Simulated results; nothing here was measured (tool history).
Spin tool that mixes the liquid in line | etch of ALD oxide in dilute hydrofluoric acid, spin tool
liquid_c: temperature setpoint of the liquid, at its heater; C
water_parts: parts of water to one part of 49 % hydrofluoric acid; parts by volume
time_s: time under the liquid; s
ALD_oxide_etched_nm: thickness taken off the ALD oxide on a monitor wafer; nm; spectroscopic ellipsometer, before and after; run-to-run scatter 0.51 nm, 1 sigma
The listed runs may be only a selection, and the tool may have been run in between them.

Run 1, hour 0: liquid_c 23 C, water_parts 85 parts by volume, time_s 145 s. Result: ALD_oxide_etched_nm 28.402 nm.
Run 2, hour 5.7: liquid_c 25 C, water_parts 80 parts by volume, time_s 145 s. Result: ALD_oxide_etched_nm 32.277 nm.
Run 3, hour 11.3: liquid_c 25 C, water_parts 105 parts by volume, time_s 145 s. Result: ALD_oxide_etched_nm 23.881 nm.
Run 4, hour 15.4: liquid_c 26.5 C, water_parts 90 parts by volume, time_s 145 s. Result: ALD_oxide_etched_nm 30.439 nm.
Run 5, hour 23.9: liquid_c 26.5 C, water_parts 90 parts by volume, time_s 145 s. Result: ALD_oxide_etched_nm 29.877 nm.
Run 6, hour 30.3: liquid_c 27.5 C, water_parts 80 parts by volume, time_s 145 s. Result: ALD_oxide_etched_nm 35.796 nm.
Run 7, hour 35.1: liquid_c 28.5 C, water_parts 75 parts by volume, time_s 145 s. Result: ALD_oxide_etched_nm 40.082 nm.
Run 8, hour 40.9: liquid_c 29 C, water_parts 70 parts by volume, time_s 145 s. Result: ALD_oxide_etched_nm 43.893 nm.

Run 9 has not been measured yet. What should we expect?
Run 9, hour 49.6: liquid_c 29.5 C, water_parts 70 parts by volume, time_s 145 s. Result: ALD_oxide_etched_nm ?.

For run 9 the tool returned ALD_oxide_etched_nm 44.496 nm.

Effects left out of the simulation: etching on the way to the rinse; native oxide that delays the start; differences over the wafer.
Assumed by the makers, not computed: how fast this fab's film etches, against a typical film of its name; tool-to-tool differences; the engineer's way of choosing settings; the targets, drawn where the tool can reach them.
